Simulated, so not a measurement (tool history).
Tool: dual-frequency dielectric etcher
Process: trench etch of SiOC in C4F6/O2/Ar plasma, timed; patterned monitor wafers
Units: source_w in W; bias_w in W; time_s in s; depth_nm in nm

run  hour  source_w  bias_w  time_s  depth_nm
  1     0       400     177      12    23.293
  2     2       360     168      12    21.615
  3  10.8       340     166      12    21.047
  4    18       390     166      12    22.723
  5  23.8       360     163      12    21.704
  6  27.5       360     163      12     21.82
  7    32       340     160      12    21.099

The next listed run, before its measurement:
  8  39.7       320     158      12         ?

depth_nm: 20.234 nm

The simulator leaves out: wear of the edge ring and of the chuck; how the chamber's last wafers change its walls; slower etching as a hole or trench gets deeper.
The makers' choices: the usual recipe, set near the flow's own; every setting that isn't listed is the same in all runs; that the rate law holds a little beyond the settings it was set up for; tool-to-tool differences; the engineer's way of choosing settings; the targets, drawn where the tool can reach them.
